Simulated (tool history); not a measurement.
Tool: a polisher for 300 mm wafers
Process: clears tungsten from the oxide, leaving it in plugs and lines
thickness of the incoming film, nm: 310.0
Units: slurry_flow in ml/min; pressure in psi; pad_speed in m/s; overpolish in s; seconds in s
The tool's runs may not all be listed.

run	hour	slurry_flow	pressure	pad_speed	slurry_solids	overpolish	seconds
1	0.0	135	2.6	1.40	1.0	20	82.790
2	6.7	135	2.6	1.40	1.0	20	82.033
3	12.8	140	2.6	1.40	1.0	20	82.262
4	18.6	140	2.1	1.40	1.0	20	100.680
5	21.2	155	2.1	1.40	1.0	20	99.821
6	29.2	155	1.7	1.40	1.0	20	121.330
7	37.7	155	1.9	1.40	1.0	20	109.360

Forecast run 8:
8	41.0	155	2.1	1.40	1.0	20	?

{"run 8": {"seconds": 99.714}}
